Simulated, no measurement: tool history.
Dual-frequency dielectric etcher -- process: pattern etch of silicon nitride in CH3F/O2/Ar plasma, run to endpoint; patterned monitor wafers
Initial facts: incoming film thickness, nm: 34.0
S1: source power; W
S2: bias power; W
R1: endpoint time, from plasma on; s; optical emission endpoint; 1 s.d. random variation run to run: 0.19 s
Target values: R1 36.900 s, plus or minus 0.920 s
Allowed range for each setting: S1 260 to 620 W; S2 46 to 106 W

Run 1, day 0.000: S1 440 W, S2 76 W. Result: R1 41.945 s.
Run 2, day 0.121: S1 480 W, S2 76 W. Result: R1 40.306 s.
Run 3, day 0.196: S1 520 W, S2 76 W. Result: R1 39.025 s.
Run 4, day 0.562: S1 520 W, S2 66 W. Result: R1 40.912 s.
Run 5, day 0.925: S1 530 W, S2 67 W. Result: R1 40.425 s.
Run 6, day 0.946: S1 540 W, S2 68 W. Result: R1 40.026 s.
Run 7, day 0.979: S1 550 W, S2 69 W. Result: R1 38.935 s.
Run 8, day 1.329: S1 560 W, S2 69 W. Result: R1 39.522 s.
Run 9, day 1.483: S1 570 W, S2 71 W. Result: R1 38.451 s.
Run 10, day 1.625: S1 580 W, S2 71 W. Result: R1 38.279 s.

Which one of the following 4 next-run settings gets every result inside its allowed miss? There is exactly one.
Run A, day 1.767: S1 590 W, S2 77 W. Result: R1 ?.
Run B, day 1.767: S1 570 W, S2 68 W. Result: R1 ?.
Run C, day 1.767: S1 620 W, S2 82 W. Result: R1 ?.
Run D, day 1.767: S1 530 W, S2 63 W. Result: R1 ?.

move      R1
   A  36.725
   B  38.957
   C  35.181
   D  41.244
A: each result inside its tolerance
B: misses by more than the last run did
C: the result that was furthest off in the last run now lies on the other side of its target
D: misses by more than the last run did
Go with A: it meets all targets.

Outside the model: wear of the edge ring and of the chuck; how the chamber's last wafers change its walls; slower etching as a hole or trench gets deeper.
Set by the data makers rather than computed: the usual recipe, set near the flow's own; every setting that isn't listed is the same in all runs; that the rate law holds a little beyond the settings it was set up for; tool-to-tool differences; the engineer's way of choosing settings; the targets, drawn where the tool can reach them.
